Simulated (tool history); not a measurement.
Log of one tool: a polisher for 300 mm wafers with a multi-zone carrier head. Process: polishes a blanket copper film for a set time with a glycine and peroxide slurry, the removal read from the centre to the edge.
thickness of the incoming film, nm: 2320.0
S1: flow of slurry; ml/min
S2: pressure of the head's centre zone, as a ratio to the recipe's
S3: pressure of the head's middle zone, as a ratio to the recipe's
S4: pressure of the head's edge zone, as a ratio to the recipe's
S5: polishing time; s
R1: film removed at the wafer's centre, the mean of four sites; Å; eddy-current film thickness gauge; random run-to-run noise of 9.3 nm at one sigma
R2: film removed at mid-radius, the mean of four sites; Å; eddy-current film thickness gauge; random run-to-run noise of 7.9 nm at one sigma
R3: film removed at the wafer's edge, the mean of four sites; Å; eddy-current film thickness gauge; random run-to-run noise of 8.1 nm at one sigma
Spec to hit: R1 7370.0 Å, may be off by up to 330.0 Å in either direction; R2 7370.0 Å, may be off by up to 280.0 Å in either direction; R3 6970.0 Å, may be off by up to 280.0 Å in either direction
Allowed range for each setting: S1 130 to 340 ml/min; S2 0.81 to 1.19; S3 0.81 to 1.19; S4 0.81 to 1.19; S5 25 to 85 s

run	day	S1	S2	S3	S4	S5	R1	R2	R3
1	0.000	220	1.00	1.00	1.00	55	5291.5	4875.2	4696.7
2	0.067	220	1.00	0.95	1.00	55	5276.5	4509.6	4666.3
3	0.238	220	1.00	0.92	1.00	55	5181.2	4545.7	4670.0
4	0.554	225	0.99	0.97	1.02	60	5785.7	4993.9	5100.1
5	0.721	265	0.99	0.97	1.02	60	5843.1	5277.6	5176.4
6	0.946	265	1.06	0.97	1.02	60	6148.5	5274.0	5278.6
7	1.242	260	1.01	1.07	1.12	75	7223.6	7127.9	6896.6
8	1.400	265	1.01	1.07	1.12	75	7565.7	7029.3	6619.9

Next run, 5 choices. One meets every target within its allowed miss, the rest don't. Which?
A	1.558	220	1.05	1.12	1.08	72	?	?	?
B	1.558	340	1.13	1.19	0.99	74	?	?	?
C	1.558	295	1.01	1.13	1.19	74	?	?	?
D	1.558	230	0.87	1.03	1.19	79	?	?	?
E	1.558	275	1.02	1.00	1.13	76	?	?	?

move	R1	R2	R3
A	7226.3	6838.5	6359.0
B	8335.8	7777.9	6529.6
C	7490.0	7340.8	7013.5
D	6866.3	7034.2	7331.9
E	7682.6	6743.0	7007.2
A: the biggest miss grows against the last run
B: the biggest miss grows against the last run
C: every result lands within tolerance
D: carries the result that was furthest off beyond its target, to the other side
E: the worst result of the last run now meets its target, but another is out of spec
Answer: C
